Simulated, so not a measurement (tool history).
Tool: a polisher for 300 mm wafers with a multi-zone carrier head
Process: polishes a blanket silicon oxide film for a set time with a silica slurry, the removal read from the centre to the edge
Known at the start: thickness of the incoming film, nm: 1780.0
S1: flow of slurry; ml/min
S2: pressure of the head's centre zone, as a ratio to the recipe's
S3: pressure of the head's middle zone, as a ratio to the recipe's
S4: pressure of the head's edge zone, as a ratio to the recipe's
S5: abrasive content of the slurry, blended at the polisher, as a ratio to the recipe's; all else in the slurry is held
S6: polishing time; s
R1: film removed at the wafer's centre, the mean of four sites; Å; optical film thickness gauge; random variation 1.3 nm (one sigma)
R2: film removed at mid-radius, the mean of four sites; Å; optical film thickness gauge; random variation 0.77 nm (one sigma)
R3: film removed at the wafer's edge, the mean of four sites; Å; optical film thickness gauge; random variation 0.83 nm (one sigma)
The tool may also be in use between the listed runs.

run,hour,S1,S2,S3,S4,S5,S6,R1,R2,R3
1,0,225,1,1,1,1,35,1398.8,1400.8,1387.7
2,5.5,210,0.98,0.97,0.95,0.95,35,1321.2,1314.2,1315.8
3,13.4,210,0.98,0.97,0.95,1.15,35,1453.4,1441.5,1427.1
4,16.6,210,0.98,0.97,0.95,1.15,39,1608.5,1593.1,1587.2
5,24.2,210,0.98,0.97,0.95,1.15,35,1428.5,1418.8,1434
6,31.7,200,0.97,0.95,0.92,1.05,35,1361.3,1368.4,1337.9

Forecast run 7:
7,40.5,190,0.96,0.91,0.91,1,35,?,?,?

Run 7 gave R1 1312.8 Å, R2 1270.1 Å, R3 1297.7 Å.
